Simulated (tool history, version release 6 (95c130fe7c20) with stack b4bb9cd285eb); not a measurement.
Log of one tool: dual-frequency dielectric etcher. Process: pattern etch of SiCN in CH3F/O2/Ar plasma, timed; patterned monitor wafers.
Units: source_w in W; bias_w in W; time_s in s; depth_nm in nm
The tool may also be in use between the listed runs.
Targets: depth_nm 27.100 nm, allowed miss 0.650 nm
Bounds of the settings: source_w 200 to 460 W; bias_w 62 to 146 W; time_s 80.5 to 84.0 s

run	day	source_w	bias_w	time_s	depth_nm
1	0.000	330	104	80.5	32.912
2	0.154	330	117	80.5	34.708
3	0.300	320	113	80.5	33.848
4	0.367	310	109	80.5	32.728
5	0.588	260	109	80.5	30.460
6	0.808	260	109	80.5	29.955
7	0.904	250	109	80.5	29.702
8	0.983	240	108	80.5	28.613

5 next moves are on the table. One of them brings every result within its allowed miss. Which?
A	1.062	240	107	82.0	?
B	1.062	200	104	81.0	?
C	1.062	200	120	83.0	?
D	1.062	200	96	81.5	?
E	1.062	200	119	80.5	?

move	depth_nm
A	29.323
B	25.914
C	28.155
D	25.245
E	27.212
A: further off than the last run
B: takes the result that was furthest off past its target
C: nearer than the last run, and not there yet
D: takes the result that was furthest off past its target
E: meets every target
Move E is the one to make.
